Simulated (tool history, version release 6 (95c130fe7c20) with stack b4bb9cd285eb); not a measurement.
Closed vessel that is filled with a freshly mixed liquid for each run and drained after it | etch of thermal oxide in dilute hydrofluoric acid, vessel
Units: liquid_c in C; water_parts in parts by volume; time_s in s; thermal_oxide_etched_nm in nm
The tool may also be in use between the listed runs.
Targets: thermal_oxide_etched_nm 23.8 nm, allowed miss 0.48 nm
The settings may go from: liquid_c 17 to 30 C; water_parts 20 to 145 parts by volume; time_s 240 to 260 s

run 1 hour=0 | liquid_c=22 water_parts=80 time_s=240 | thermal_oxide_etched_nm=12.992
run 2 hour=1 | liquid_c=25 water_parts=80 time_s=240 | thermal_oxide_etched_nm=14.519
run 3 hour=4.4 | liquid_c=25 water_parts=60 time_s=240 | thermal_oxide_etched_nm=20.017
run 4 hour=6.2 | liquid_c=26 water_parts=60 time_s=240 | thermal_oxide_etched_nm=20.904
run 5 hour=9.7 | liquid_c=27 water_parts=60 time_s=240 | thermal_oxide_etched_nm=21.704
run 6 hour=13.3 | liquid_c=27 water_parts=45 time_s=240 | thermal_oxide_etched_nm=29.686
run 7 hour=16.2 | liquid_c=27 water_parts=45 time_s=240 | thermal_oxide_etched_nm=29.676
run 8 hour=19.1 | liquid_c=25.5 water_parts=45 time_s=240 | thermal_oxide_etched_nm=27.907
run 9 hour=23.3 | liquid_c=24.5 water_parts=45 time_s=240 | thermal_oxide_etched_nm=26.766
run 10 hour=27.6 | liquid_c=23.5 water_parts=45 time_s=240 | thermal_oxide_etched_nm=25.621
run 11 hour=36.8 | liquid_c=23 water_parts=45 time_s=240 | thermal_oxide_etched_nm=25.362
run 12 hour=41.4 | liquid_c=22.5 water_parts=45 time_s=240 | thermal_oxide_etched_nm=24.742

4 next moves are on the table. One of them brings every result within its allowed miss. Which?
run A hour=46 | liquid_c=21 water_parts=45 time_s=240 | thermal_oxide_etched_nm=?
run B hour=46 | liquid_c=22.5 water_parts=50 time_s=260 | thermal_oxide_etched_nm=?
run C hour=46 | liquid_c=25.5 water_parts=55 time_s=240 | thermal_oxide_etched_nm=?
run D hour=46 | liquid_c=23.5 water_parts=50 time_s=240 | thermal_oxide_etched_nm=?

move=A thermal_oxide_etched_nm=22.91
move=B thermal_oxide_etched_nm=23.64
move=C thermal_oxide_etched_nm=22.291
move=D thermal_oxide_etched_nm=22.746
A: takes the result that was furthest off past its target
B: meets every target
C: takes the result that was furthest off past its target
D: takes the result that was furthest off past its target
The right move is B.

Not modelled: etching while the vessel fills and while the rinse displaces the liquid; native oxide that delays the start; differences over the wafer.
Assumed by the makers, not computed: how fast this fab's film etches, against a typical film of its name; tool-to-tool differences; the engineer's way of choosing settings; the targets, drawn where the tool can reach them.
